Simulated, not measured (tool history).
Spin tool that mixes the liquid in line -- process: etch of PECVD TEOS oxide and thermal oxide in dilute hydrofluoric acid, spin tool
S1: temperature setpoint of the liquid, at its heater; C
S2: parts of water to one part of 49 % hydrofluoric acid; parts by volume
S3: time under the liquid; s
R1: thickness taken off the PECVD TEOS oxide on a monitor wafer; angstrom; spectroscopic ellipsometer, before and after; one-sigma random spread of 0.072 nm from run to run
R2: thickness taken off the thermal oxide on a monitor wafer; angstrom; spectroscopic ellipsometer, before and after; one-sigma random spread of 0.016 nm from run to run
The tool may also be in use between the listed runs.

run,hour,S1,S2,S3,R1,R2
1,0,23,100,80,173.49,34.442
2,1.1,21,115,80,139.32,26.853
3,5.1,21,130,80,119.63,23.724
4,6.1,20,140,80,106.65,21.198
5,7.2,20,160,80,90.431,18.105
6,15.4,20,160,115,131.26,25.878

What does the tool deliver on the next run?
7,17.9,17,180,100,?,?

R1: 86.769 angstrom
R2: 17.711 angstrom
